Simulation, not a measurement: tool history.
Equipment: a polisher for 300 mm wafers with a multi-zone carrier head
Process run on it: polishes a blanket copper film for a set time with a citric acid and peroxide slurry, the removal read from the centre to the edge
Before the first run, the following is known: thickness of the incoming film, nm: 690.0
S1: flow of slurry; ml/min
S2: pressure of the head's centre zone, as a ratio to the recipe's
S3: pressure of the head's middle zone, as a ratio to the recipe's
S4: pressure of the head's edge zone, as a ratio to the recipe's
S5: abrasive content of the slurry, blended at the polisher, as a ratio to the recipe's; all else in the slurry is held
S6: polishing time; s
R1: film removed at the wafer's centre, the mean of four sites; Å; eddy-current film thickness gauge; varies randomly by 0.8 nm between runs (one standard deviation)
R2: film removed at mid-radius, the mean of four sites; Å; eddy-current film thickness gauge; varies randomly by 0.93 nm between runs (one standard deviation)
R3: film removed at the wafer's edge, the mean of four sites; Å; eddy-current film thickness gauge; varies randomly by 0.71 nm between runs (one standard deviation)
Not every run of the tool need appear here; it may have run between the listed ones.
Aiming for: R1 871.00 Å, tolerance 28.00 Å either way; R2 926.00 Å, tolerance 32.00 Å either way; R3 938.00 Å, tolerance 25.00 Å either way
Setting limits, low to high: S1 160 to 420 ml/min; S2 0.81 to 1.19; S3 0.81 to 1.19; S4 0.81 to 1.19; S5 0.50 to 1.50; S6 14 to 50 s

Run 1, hour 0.0: S1 270 ml/min, S2 1.00, S3 1.00, S4 1.00, S5 1.00, S6 32 s. Result: R1 700.26 Å, R2 641.09 Å, R3 674.17 Å.
Run 2, hour 1.3: S1 280 ml/min, S2 0.99, S3 1.04, S4 1.05, S5 1.15, S6 33 s. Result: R1 717.06 Å, R2 716.56 Å, R3 736.85 Å.
Run 3, hour 4.8: S1 280 ml/min, S2 1.03, S3 1.04, S4 1.05, S5 1.15, S6 33 s. Result: R1 756.72 Å, R2 712.91 Å, R3 738.62 Å.
Run 4, hour 12.3: S1 280 ml/min, S2 1.03, S3 1.08, S4 1.05, S5 1.15, S6 33 s. Result: R1 765.20 Å, R2 740.99 Å, R3 736.90 Å.
Run 5, hour 19.2: S1 280 ml/min, S2 1.03, S3 1.08, S4 1.05, S5 1.15, S6 40 s. Result: R1 927.79 Å, R2 890.28 Å, R3 889.60 Å.
Run 6, hour 26.5: S1 280 ml/min, S2 1.03, S3 1.08, S4 1.09, S5 1.15, S6 40 s. Result: R1 909.03 Å, R2 885.23 Å, R3 909.71 Å.
Run 7, hour 27.9: S1 285 ml/min, S2 1.02, S3 1.09, S4 1.10, S5 1.15, S6 40 s. Result: R1 909.30 Å, R2 893.32 Å, R3 912.44 Å.
Run 8, hour 30.5: S1 285 ml/min, S2 1.02, S3 1.09, S4 1.10, S5 1.15, S6 40 s. Result: R1 908.03 Å, R2 892.08 Å, R3 922.15 Å.
Run 9, hour 36.5: S1 285 ml/min, S2 1.02, S3 1.09, S4 1.10, S5 1.15, S6 40 s. Result: R1 901.26 Å, R2 901.44 Å, R3 921.30 Å.
Run 10, hour 39.8: S1 285 ml/min, S2 1.01, S3 1.10, S4 1.11, S5 1.15, S6 40 s. Result: R1 903.44 Å, R2 918.27 Å, R3 928.55 Å.

Exactly one of the 4 candidate moves below puts every result within its allowed miss. Which one?
Run A, hour 43.1: S1 310 ml/min, S2 1.04, S3 1.12, S4 1.07, S5 1.15, S6 40 s. Result: R1 ?, R2 ?, R3 ?.
Run B, hour 43.1: S1 320 ml/min, S2 1.06, S3 1.11, S4 1.11, S5 1.10, S6 41 s. Result: R1 ?, R2 ?, R3 ?.
Run C, hour 43.1: S1 285 ml/min, S2 0.96, S3 1.10, S4 1.13, S5 1.10, S6 41 s. Result: R1 ?, R2 ?, R3 ?.
Run D, hour 43.1: S1 270 ml/min, S2 1.00, S3 1.15, S4 1.12, S5 1.15, S6 39 s. Result: R1 ?, R2 ?, R3 ?.

move      R1      R2      R3
   A  952.95  940.03  919.86
   B  987.77  949.97  953.83
   C  891.28  931.76  953.89
   D  882.13  923.66  906.95
A: misses by more than the last run did
B: misses by more than the last run did
C: every result lands within tolerance
D: brings the result that was furthest off to its target, and leaves another outside
Correct choice: C, which meets every target
